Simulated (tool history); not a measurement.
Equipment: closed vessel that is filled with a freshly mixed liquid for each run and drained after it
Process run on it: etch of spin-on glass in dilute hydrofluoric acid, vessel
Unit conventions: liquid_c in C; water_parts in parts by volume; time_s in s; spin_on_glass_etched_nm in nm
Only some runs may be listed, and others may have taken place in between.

run  hour  liquid_c  water_parts  time_s  spin_on_glass_etched_nm
  1     0        23          170     375                   66.779
  2   7.3        23          230     375                   46.436
  3  12.3        23          230     400                   49.158
  4  20.8        23          230     400                     49.3
  5  26.2        23          200     400                   58.638
  6  33.2        22          200     400                   56.601
  7    38        21          200     400                   54.648
  8  39.8        20          200     400                   52.224
  9    45      19.5          200     400                   50.923
 10  52.1        19          200     400                   50.066

Run 11, settings as shown, results not yet in. Your forecast:
 11    55      18.5          200     400                        ?

Logged for run 11: spin_on_glass_etched_nm 49.623 nm.

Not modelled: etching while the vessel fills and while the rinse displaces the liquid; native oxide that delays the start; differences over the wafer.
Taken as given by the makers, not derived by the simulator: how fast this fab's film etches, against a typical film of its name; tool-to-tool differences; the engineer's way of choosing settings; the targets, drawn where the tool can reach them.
